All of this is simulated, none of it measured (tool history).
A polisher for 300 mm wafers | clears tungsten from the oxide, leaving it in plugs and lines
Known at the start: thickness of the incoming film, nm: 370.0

run  hour  flow of slurry (ml/min)  pressure of the wafer on the pad (kPa)  speed of the pad under the wafer (m/s)  abrasive content of the slurry  overpolish time after the end point (s)  time until the end point was called (s)
  1   0.0                      275                                    20.0                                    1.34                             1.0                                        7                                   104.57
  2   7.2                      275                                    20.0                                    1.34                             1.0                                        7                                   102.92
  3   9.5                      275                                    18.6                                    1.32                             1.0                                        7                                   114.69
  4  18.0                      275                                    21.4                                    1.32                             1.0                                        7                                   100.80
  5  24.8                      275                                    21.4                                    1.32                             1.2                                        7                                    95.70
  6  31.7                      275                                    21.4                                    1.10                             1.2                                        7                                   108.19
  7  38.4                      275                                    20.0                                    1.08                             1.2                                        7                                   114.64
     42.2  -- worn pad replaced by a new one
  8  42.2                      275                                    14.5                                    0.92                             1.2                                        7                                   165.34

The next listed run, before its measurement:
  9  50.8                      275                                    11.7                                    0.88                             1.2                                        7                                        ?

{"run 9": {"time until the end point was called (s)": 201.15}}
